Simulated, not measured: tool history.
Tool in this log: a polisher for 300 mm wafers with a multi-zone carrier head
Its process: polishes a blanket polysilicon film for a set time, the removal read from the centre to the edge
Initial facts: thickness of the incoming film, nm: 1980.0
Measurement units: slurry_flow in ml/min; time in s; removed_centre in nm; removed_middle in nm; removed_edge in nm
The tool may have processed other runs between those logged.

run 1 hour=0 | slurry_flow=215 centre_zone=1 middle_zone=1 edge_zone=1 time=74 | removed_centre=547 removed_middle=559.36 removed_edge=553.92
run 2 hour=7.7 | slurry_flow=225 centre_zone=1 middle_zone=1.01 edge_zone=1.04 time=76 | removed_centre=569.27 removed_middle=579.43 removed_edge=569.23
run 3 hour=15.7 | slurry_flow=220 centre_zone=0.98 middle_zone=1 edge_zone=1.04 time=79 | removed_centre=578.51 removed_middle=612.91 removed_edge=599.78
run 4 hour=16.4 | slurry_flow=220 centre_zone=0.98 middle_zone=1 edge_zone=1.04 time=94 | removed_centre=688.93 removed_middle=703.77 removed_edge=715.26
run 5 hour=22.8 | slurry_flow=215 centre_zone=0.97 middle_zone=0.99 edge_zone=1.03 time=93 | removed_centre=678.95 removed_middle=705 removed_edge=691.73
run 6 hour=31.5 | slurry_flow=210 centre_zone=0.96 middle_zone=0.97 edge_zone=1.05 time=93 | removed_centre=657.27 removed_middle=673.25 removed_edge=702.08
run 7 hour=33.7 | slurry_flow=205 centre_zone=0.95 middle_zone=0.97 edge_zone=1.05 time=93 | removed_centre=666.04 removed_middle=694.15 removed_edge=695.53

What does the tool deliver on the next run?
run 8 hour=35.7 | slurry_flow=205 centre_zone=0.95 middle_zone=0.97 edge_zone=1.05 time=93 | removed_centre=? removed_middle=? removed_edge=?

removed_centre: 654.59 nm
removed_middle: 679.24 nm
removed_edge: 698.59 nm
